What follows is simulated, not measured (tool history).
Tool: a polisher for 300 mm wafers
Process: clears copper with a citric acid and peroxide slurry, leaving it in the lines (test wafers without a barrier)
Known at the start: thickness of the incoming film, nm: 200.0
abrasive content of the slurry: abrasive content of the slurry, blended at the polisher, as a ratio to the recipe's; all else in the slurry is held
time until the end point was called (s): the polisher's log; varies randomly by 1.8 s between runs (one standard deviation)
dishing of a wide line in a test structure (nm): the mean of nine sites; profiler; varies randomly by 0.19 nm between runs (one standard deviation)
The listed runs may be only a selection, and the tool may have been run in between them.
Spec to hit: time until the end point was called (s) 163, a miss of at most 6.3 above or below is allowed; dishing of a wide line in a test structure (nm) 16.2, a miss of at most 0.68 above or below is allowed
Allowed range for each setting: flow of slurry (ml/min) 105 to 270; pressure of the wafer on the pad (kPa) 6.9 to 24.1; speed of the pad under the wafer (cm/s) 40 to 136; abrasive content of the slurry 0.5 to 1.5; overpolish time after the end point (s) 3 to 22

run	hour	flow of slurry (ml/min)	pressure of the wafer on the pad (kPa)	speed of the pad under the wafer (cm/s)	abrasive content of the slurry	overpolish time after the end point (s)	time until the end point was called (s)	dishing of a wide line in a test structure (nm)
1	0	175	15.2	88	1	11	124.68	13.352
2	1.2	170	14.5	88	1	12	130.93	13.627
3	2.4	165	13.8	88	1	13	136.87	13.743
4	4.6	160	13.1	88	1	14	144.12	14.303
5	12.1	160	13.1	106	1	14	120	16.582
6	19.6	145	13.1	106	1	14	124.35	16.555
7	25.1	110	9	106	1	17	191.82	13.199
8	33.8	120	9	106	1	17	188.28	13.255
9	38.7	130	9	106	1	17	181.86	13.867
10	42.6	140	9	106	1	17	180.68	13.856
11	44.1	150	9	106	1	17	178.38	14.411

5 candidate next runs follow, results not yet known. Just one meets every target within its allowed miss. Identify it.
A	45.6	140	9	108	1	20	?	?
B	45.6	135	11	92	0.9	19	?	?
C	45.6	180	9	112	1.05	18	?	?
D	45.6	135	8.3	104	1.1	17	?	?
E	45.6	145	8.3	112	1.05	20	?	?

move	time until the end point was called (s)	dishing of a wide line in a test structure (nm)
A	176.53	16.812
B	174.57	16.294
C	160.91	16.614
D	194.3	13.201
E	180.49	16.433
A: the furthest-off result lands on target, but another misses its tolerance
B: the furthest-off result lands on target, but another misses its tolerance
C: all results land within tolerance of their targets
D: its largest miss is bigger than the last run's
E: the furthest-off result lands on target, but another misses its tolerance
Move C is the one to make.
